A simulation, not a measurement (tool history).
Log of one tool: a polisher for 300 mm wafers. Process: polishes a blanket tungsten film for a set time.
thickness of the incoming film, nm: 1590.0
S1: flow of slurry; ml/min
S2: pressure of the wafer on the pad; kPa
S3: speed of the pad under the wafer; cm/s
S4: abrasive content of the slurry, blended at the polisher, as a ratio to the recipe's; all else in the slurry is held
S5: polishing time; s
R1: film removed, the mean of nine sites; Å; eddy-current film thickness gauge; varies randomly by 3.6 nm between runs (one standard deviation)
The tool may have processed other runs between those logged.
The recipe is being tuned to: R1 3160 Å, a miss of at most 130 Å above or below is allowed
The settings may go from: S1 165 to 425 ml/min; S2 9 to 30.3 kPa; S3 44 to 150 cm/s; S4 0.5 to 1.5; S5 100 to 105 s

Run 1, hour 0: S1 275 ml/min, S2 19.3 kPa, S3 96 cm/s, S4 1, S5 100 s. Result: R1 3655.5 Å.
Run 2, hour 7.6: S1 275 ml/min, S2 19.3 kPa, S3 116 cm/s, S4 1, S5 100 s. Result: R1 4167.1 Å.
Run 3, hour 15.6: S1 275 ml/min, S2 19.3 kPa, S3 116 cm/s, S4 1.2, S5 100 s. Result: R1 4512.2 Å.
Run 4, hour 17.2: S1 275 ml/min, S2 18.6 kPa, S3 116 cm/s, S4 1.2, S5 100 s. Result: R1 4376.4 Å.
Run 5, hour 24.2: S1 275 ml/min, S2 17.9 kPa, S3 116 cm/s, S4 1.2, S5 100 s. Result: R1 4304.3 Å.
At hour 26.6: head pressure recalibrated.
Run 6, hour 26.6: S1 275 ml/min, S2 17.9 kPa, S3 130 cm/s, S4 1.2, S5 100 s. Result: R1 4834.8 Å.
Run 7, hour 30.1: S1 275 ml/min, S2 12.4 kPa, S3 126 cm/s, S4 1.2, S5 100 s. Result: R1 3743.6 Å.
Run 8, hour 34: S1 275 ml/min, S2 11.7 kPa, S3 126 cm/s, S4 1.2, S5 100 s. Result: R1 3616.6 Å.
Run 9, hour 41.1: S1 275 ml/min, S2 11 kPa, S3 126 cm/s, S4 1.2, S5 100 s. Result: R1 3556.8 Å.

Which single option among these 4 for the next run brings every result within its allowed miss of target? Just one does.
Run A, hour 48.2: S1 295 ml/min, S2 11.7 kPa, S3 84 cm/s, S4 1.45, S5 100 s. Result: R1 ?.
Run B, hour 48.2: S1 290 ml/min, S2 12.4 kPa, S3 128 cm/s, S4 1.3, S5 103 s. Result: R1 ?.
Run C, hour 48.2: S1 255 ml/min, S2 10.3 kPa, S3 100 cm/s, S4 1.25, S5 100 s. Result: R1 ?.
Run D, hour 48.2: S1 280 ml/min, S2 11 kPa, S3 100 cm/s, S4 1.3, S5 103 s. Result: R1 ?.

move      R1
   A    2906
   B  4120.4
   C  2922.8
   D  3179.6
A: pushes the last run's worst result past its target
B: the biggest miss grows against the last run
C: pushes the last run's worst result past its target
D: all results land within tolerance of their targets
So the answer is move D, the one that meets all the targets.
